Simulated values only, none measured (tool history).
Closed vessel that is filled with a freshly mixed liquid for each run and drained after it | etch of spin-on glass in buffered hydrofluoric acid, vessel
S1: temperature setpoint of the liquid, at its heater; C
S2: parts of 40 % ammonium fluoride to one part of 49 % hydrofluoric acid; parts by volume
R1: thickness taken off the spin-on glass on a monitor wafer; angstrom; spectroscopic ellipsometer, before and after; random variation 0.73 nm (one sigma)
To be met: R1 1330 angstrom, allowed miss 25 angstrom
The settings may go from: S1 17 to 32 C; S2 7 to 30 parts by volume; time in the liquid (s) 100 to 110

Run 1, hour 0: S1 24 C, S2 19 parts by volume, time in the liquid (s) 100. Result: R1 1916 angstrom.
Run 2, hour 7: S1 24 C, S2 21.5 parts by volume, time in the liquid (s) 100. Result: R1 1731.9 angstrom.
Run 3, hour 11.5: S1 23.5 C, S2 21.5 parts by volume, time in the liquid (s) 100. Result: R1 1685.7 angstrom.
Run 4, hour 18.4: S1 23.5 C, S2 21.5 parts by volume, time in the liquid (s) 100. Result: R1 1678.7 angstrom.
Run 5, hour 21.6: S1 21.5 C, S2 21.5 parts by volume, time in the liquid (s) 100. Result: R1 1507.9 angstrom.
Run 6, hour 27.1: S1 21.5 C, S2 18 parts by volume, time in the liquid (s) 100. Result: R1 1747.6 angstrom.
Run 7, hour 34.2: S1 21 C, S2 18 parts by volume, time in the liquid (s) 100. Result: R1 1697.8 angstrom.
Run 8, hour 40: S1 20.5 C, S2 18 parts by volume, time in the liquid (s) 100. Result: R1 1653.3 angstrom.
Run 9, hour 40.9: S1 20 C, S2 18 parts by volume, time in the liquid (s) 100. Result: R1 1620.3 angstrom.
Run 10, hour 47.6: S1 19.5 C, S2 18 parts by volume, time in the liquid (s) 100. Result: R1 1563.2 angstrom.
Run 11, hour 55.5: S1 19 C, S2 18 parts by volume, time in the liquid (s) 100. Result: R1 1530.8 angstrom.
Run 12, hour 64.2: S1 17 C, S2 19 parts by volume, time in the liquid (s) 100. Result: R1 1290.9 angstrom.

Which of these 4 next moves meets every target?
Run A, hour 72.9: S1 17 C, S2 20.5 parts by volume, time in the liquid (s) 105. Result: R1 ?.
Run B, hour 72.9: S1 17.5 C, S2 20 parts by volume, time in the liquid (s) 105. Result: R1 ?.
Run C, hour 72.9: S1 17 C, S2 22 parts by volume, time in the liquid (s) 110. Result: R1 ?.
Run D, hour 72.9: S1 17 C, S2 19.5 parts by volume, time in the liquid (s) 100. Result: R1 ?.

move      R1
   A    1286
   B    1346
   C  1283.1
   D  1277.4
A: further off than the last run
B: meets every target
C: further off than the last run
D: further off than the last run
Move B is the one to make.
